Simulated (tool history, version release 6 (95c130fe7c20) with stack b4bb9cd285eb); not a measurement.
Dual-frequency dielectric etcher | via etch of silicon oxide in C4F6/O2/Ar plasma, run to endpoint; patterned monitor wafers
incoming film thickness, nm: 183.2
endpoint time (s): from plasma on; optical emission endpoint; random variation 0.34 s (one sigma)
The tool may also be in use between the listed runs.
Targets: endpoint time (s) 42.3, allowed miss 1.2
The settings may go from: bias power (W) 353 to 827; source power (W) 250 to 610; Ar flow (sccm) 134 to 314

Run 1, hour 0: bias power (W) 590, source power (W) 430, Ar flow (sccm) 224. Result: endpoint time (s) 34.759.
Run 2, hour 2: bias power (W) 542, source power (W) 430, Ar flow (sccm) 224. Result: endpoint time (s) 36.872.
Run 3, hour 5.5: bias power (W) 542, source power (W) 490, Ar flow (sccm) 224. Result: endpoint time (s) 34.603.
Run 4, hour 13.7: bias power (W) 542, source power (W) 490, Ar flow (sccm) 208. Result: endpoint time (s) 33.935.
Run 5, hour 14.8: bias power (W) 542, source power (W) 440, Ar flow (sccm) 208. Result: endpoint time (s) 35.624.
Run 6, hour 18: bias power (W) 542, source power (W) 410, Ar flow (sccm) 208. Result: endpoint time (s) 36.452.
Run 7, hour 18.5: bias power (W) 511, source power (W) 400, Ar flow (sccm) 209. Result: endpoint time (s) 37.372.
Run 8, hour 22.3: bias power (W) 485, source power (W) 390, Ar flow (sccm) 211. Result: endpoint time (s) 38.922.
Run 9, hour 23.5: bias power (W) 467, source power (W) 390, Ar flow (sccm) 212. Result: endpoint time (s) 39.807.
Run 10, hour 30.3: bias power (W) 455, source power (W) 390, Ar flow (sccm) 212. Result: endpoint time (s) 39.758.
Run 11, hour 35.8: bias power (W) 441, source power (W) 390, Ar flow (sccm) 212. Result: endpoint time (s) 39.946.
Run 12, hour 37.5: bias power (W) 428, source power (W) 390, Ar flow (sccm) 213. Result: endpoint time (s) 40.585.
Run 13, hour 46.5: bias power (W) 419, source power (W) 390, Ar flow (sccm) 213. Result: endpoint time (s) 40.493.

Which of these 4 next moves meets every target?
Run A, hour 55.5: bias power (W) 399, source power (W) 430, Ar flow (sccm) 226. Result: endpoint time (s) ?.
Run B, hour 55.5: bias power (W) 353, source power (W) 450, Ar flow (sccm) 266. Result: endpoint time (s) ?.
Run C, hour 55.5: bias power (W) 487, source power (W) 380, Ar flow (sccm) 223. Result: endpoint time (s) ?.
Run D, hour 55.5: bias power (W) 453, source power (W) 400, Ar flow (sccm) 240. Result: endpoint time (s) ?.

move  endpoint time (s)
   A             40.159
   B             41.896
   C             39.122
   D              39.74
A: further off than the last run
B: meets every target
C: further off than the last run
D: further off than the last run
Move B is the one to make.
